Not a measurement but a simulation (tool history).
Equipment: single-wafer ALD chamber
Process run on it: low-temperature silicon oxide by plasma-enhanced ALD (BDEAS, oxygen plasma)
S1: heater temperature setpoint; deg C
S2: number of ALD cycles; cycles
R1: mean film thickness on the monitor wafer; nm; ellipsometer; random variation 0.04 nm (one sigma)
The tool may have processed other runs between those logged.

run 1 hour=0 | S1=105 S2=59 | R1=8.9704
run 2 hour=8 | S1=103 S2=60 | R1=9.0978
run 3 hour=14.2 | S1=103 S2=61 | R1=9.2782
run 4 hour=15.6 | S1=103 S2=65 | R1=9.8278
run 5 hour=20.9 | S1=99 S2=65 | R1=9.9235
run 6 hour=23.2 | S1=100 S2=65 | R1=9.9338

Run 7 has not been measured yet. What should we expect?
run 7 hour=25.1 | S1=101 S2=65 | R1=?

{"run 7": {"R1": 9.9057}}

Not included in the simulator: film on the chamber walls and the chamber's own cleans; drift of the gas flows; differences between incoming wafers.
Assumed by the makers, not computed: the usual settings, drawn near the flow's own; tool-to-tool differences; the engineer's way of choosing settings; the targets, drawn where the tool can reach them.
